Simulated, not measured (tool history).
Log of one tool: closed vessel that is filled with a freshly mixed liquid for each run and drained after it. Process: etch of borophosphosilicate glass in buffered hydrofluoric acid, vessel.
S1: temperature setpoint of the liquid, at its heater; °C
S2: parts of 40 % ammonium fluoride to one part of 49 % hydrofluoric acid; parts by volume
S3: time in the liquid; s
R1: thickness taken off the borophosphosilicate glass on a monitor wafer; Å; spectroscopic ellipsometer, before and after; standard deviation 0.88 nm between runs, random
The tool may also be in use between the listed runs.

run,day,S1,S2,S3,R1
1,0,20,13,90,1491.2
2,0.133,20,13,95,1610.2
3,0.175,20,13,95,1569.9
4,0.229,19.5,13.5,95,1496.1
5,0.583,19,14,95,1404.4
6,0.729,18.5,14.5,95,1338.5

Run 7, settings as shown, results not yet in. Your forecast:
7,0.846,18,15,95,?

For run 7 the tool returned R1 1235.9 Å.

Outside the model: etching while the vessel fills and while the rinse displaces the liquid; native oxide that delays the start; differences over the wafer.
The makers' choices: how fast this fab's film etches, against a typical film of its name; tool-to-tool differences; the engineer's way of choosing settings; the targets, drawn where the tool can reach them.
